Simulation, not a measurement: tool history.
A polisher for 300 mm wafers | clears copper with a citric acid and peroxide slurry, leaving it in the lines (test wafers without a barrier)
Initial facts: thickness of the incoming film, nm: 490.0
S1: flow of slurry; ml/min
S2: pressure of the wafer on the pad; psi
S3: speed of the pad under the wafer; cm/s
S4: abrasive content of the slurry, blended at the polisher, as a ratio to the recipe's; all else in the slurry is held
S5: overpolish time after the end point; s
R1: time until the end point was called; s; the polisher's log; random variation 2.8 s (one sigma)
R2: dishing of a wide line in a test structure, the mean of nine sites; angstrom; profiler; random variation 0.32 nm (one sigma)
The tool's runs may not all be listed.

{"run": 1, "hour": 0.0, "S1": 255, "S2": 3.3, "S3": 142, "S4": 1.0, "S5": 9, "R1": 153.89, "R2": 202.54}
{"run": 2, "hour": 2.4, "S1": 205, "S2": 3.3, "S3": 142, "S4": 1.0, "S5": 9, "R1": 156.43, "R2": 194.44}
{"run": 3, "hour": 4.0, "S1": 205, "S2": 3.3, "S3": 166, "S4": 1.0, "S5": 9, "R1": 130.95, "R2": 224.4}
{"run": 4, "hour": 4.9, "S1": 205, "S2": 3.2, "S3": 164, "S4": 1.0, "S5": 10, "R1": 136.83, "R2": 235.55}
{"run": 5, "hour": 9.0, "S1": 205, "S2": 3.2, "S3": 140, "S4": 1.0, "S5": 10, "R1": 161.0, "R2": 204.25}
{"run": 6, "hour": 13.8, "S1": 205, "S2": 3.2, "S3": 110, "S4": 1.0, "S5": 10, "R1": 209.62, "R2": 161.17}

Run 7 has not been measured yet. What should we expect?
{"run": 7, "hour": 19.2, "S1": 210, "S2": 3.3, "S3": 110, "S4": 1.0, "S5": 10, "R1": "?", "R2": "?"}

R1: 205.74 s
R2: 170.56 angstrom

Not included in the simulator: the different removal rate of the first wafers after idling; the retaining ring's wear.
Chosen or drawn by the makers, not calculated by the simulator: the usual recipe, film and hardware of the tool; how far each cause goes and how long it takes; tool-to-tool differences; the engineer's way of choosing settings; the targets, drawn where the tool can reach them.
